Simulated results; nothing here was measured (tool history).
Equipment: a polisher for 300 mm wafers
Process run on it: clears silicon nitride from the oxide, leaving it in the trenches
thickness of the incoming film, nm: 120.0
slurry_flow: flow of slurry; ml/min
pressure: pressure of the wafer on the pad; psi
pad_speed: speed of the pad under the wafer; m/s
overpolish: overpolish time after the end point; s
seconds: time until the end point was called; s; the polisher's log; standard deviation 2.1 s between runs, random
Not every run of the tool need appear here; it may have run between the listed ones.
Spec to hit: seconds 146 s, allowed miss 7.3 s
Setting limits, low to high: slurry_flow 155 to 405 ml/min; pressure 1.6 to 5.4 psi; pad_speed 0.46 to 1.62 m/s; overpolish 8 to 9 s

| run | hour | slurry_flow | pressure | pad_speed | overpolish | seconds |
|---|---|---|---|---|---|---|
| 1 | 0 | 260 | 3.5 | 1.04 | 9 | 106.9 |
| 2 | 2.9 | 260 | 3.2 | 1.04 | 9 | 118.04 |
| 3 | 11.3 | 235 | 3.2 | 1.04 | 9 | 120 |
| 4 | 15 | 235 | 3 | 1.04 | 9 | 124.66 |
| 5 | 17.7 | 235 | 2.8 | 1.04 | 9 | 134.35 |
| 6 | 20.5 | 235 | 3.7 | 1.04 | 9 | 104.2 |
| 7 | 25.3 | 235 | 3.7 | 1.04 | 9 | 104.37 |
| 8 | 34.2 | 230 | 3.3 | 1.02 | 9 | 120.9 |

Of the 4 settings listed for the next run, only one would bring every result within its allowed miss of target. Which one?
| A | 43.1 | 225 | 2.7 | 1 | 8 | ? |
| B | 43.1 | 215 | 3.3 | 0.92 | 8 | ? |
| C | 43.1 | 200 | 3.4 | 1.12 | 8 | ? |
| D | 43.1 | 180 | 2.6 | 1.24 | 9 | ? |

| move | seconds |
|---|---|
| A | 145.27 |
| B | 130.57 |
| C | 105.96 |
| D | 126.49 |
A: each result inside its tolerance
B: nearer than the last run, and not there yet
C: lands further from the targets than the last run did
D: nearer than the last run, and not there yet
Move A is the one to make.
